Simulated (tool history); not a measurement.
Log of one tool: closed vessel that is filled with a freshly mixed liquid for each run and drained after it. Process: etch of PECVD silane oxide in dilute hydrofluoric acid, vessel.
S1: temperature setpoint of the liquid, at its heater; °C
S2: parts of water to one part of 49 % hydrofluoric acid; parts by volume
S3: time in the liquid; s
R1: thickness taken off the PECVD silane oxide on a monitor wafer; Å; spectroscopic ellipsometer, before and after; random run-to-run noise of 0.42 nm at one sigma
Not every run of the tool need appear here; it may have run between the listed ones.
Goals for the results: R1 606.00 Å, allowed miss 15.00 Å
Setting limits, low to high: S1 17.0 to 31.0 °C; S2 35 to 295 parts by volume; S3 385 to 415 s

Run 1, day 0.000: S1 23.0 °C, S2 165 parts by volume, S3 385 s. Result: R1 370.91 Å.
Run 2, day 0.150: S1 19.5 °C, S2 165 parts by volume, S3 385 s. Result: R1 325.69 Å.
Run 3, day 0.517: S1 19.5 °C, S2 165 parts by volume, S3 415 s. Result: R1 351.60 Å.
Run 4, day 0.654: S1 19.5 °C, S2 165 parts by volume, S3 385 s. Result: R1 327.74 Å.
Run 5, day 0.750: S1 23.0 °C, S2 165 parts by volume, S3 385 s. Result: R1 377.87 Å.
Run 6, day 0.838: S1 20.0 °C, S2 165 parts by volume, S3 385 s. Result: R1 332.66 Å.
Run 7, day 0.933: S1 23.0 °C, S2 155 parts by volume, S3 385 s. Result: R1 404.01 Å.
Run 8, day 1.150: S1 25.5 °C, S2 150 parts by volume, S3 385 s. Result: R1 457.45 Å.
Run 9, day 1.425: S1 27.0 °C, S2 145 parts by volume, S3 385 s. Result: R1 507.33 Å.
Run 10, day 1.792: S1 28.0 °C, S2 145 parts by volume, S3 385 s. Result: R1 521.20 Å.
Run 11, day 2.038: S1 29.0 °C, S2 145 parts by volume, S3 385 s. Result: R1 543.08 Å.

Pick the move, out of 5, that brings all results within their allowed miss; only one does.
Run A, day 2.283: S1 30.5 °C, S2 145 parts by volume, S3 385 s. Result: R1 ?.
Run B, day 2.283: S1 28.5 °C, S2 125 parts by volume, S3 395 s. Result: R1 ?.
Run C, day 2.283: S1 31.0 °C, S2 135 parts by volume, S3 385 s. Result: R1 ?.
Run D, day 2.283: S1 28.5 °C, S2 140 parts by volume, S3 415 s. Result: R1 ?.
Run E, day 2.283: S1 28.0 °C, S2 130 parts by volume, S3 415 s. Result: R1 ?.

move      R1
   A  577.53
   B  655.99
   C  640.16
   D  603.49
   E  646.25
A: moves toward the targets from the last run without getting all of them in spec
B: pushes the last run's worst result past its target
C: pushes the last run's worst result past its target
D: all results in spec
E: pushes the last run's worst result past its target
Answer: D
